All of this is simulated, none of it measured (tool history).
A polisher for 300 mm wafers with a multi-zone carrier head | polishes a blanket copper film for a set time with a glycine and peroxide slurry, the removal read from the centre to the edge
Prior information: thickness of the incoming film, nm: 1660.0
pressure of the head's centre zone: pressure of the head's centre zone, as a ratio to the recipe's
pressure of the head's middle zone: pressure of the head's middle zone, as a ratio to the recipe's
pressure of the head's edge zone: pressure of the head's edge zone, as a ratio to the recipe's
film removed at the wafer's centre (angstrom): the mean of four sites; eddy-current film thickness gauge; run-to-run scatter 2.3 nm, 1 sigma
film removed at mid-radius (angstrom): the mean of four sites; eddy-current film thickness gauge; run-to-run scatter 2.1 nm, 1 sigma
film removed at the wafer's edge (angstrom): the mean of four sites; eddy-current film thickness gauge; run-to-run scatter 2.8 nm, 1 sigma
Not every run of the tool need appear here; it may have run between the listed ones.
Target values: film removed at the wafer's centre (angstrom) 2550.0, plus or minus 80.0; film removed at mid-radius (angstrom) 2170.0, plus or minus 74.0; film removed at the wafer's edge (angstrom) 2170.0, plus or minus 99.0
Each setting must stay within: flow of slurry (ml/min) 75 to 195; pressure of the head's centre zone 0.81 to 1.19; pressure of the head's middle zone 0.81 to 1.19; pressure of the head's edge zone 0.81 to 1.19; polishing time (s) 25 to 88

run	hour	flow of slurry (ml/min)	pressure of the head's centre zone	pressure of the head's middle zone	pressure of the head's edge zone	polishing time (s)	film removed at the wafer's centre (angstrom)	film removed at mid-radius (angstrom)	film removed at the wafer's edge (angstrom)
1	0.0	125	1.00	1.00	1.00	56	1885.3	1961.6	1998.7
2	4.7	145	1.05	1.00	1.00	56	2110.0	2085.0	2057.4
3	11.7	145	1.05	1.00	1.00	50	1874.7	1839.9	1846.8
4	18.7	145	1.05	0.96	1.00	50	1866.1	1815.9	1890.1
5	24.6	145	1.05	0.96	0.95	50	1875.2	1797.6	1783.6
6	26.8	145	1.05	1.00	0.95	50	1910.8	1870.7	1800.2
7	35.5	155	1.09	1.00	0.98	51	2067.4	1903.7	1891.4
8	36.8	165	1.11	1.02	1.00	52	2174.6	2040.7	1956.1
9	38.1	170	1.14	1.01	1.02	53	2280.0	2094.5	2016.0

Exercise: of the 4 proposed moves below, exactly one satisfies all targets within the stated allowed misses. Which move is it?
A	39.4	175	1.19	1.00	1.09	55	?	?	?
B	39.4	155	1.06	0.97	1.03	56	?	?	?
C	39.4	160	1.19	0.81	1.04	61	?	?	?
D	39.4	170	1.05	0.97	0.96	55	?	?	?

move	film removed at the wafer's centre (angstrom)	film removed at mid-radius (angstrom)	film removed at the wafer's edge (angstrom)
A	2550.1	2152.5	2257.9
B	2217.9	2062.9	2182.4
C	2742.0	1953.3	2409.6
D	2227.0	2083.0	2111.1
A: all results land within tolerance of their targets
B: misses by more than the last run did
C: the result that was furthest off in the last run now lies on the other side of its target
D: misses by more than the last run did
The move that meets every target is A.
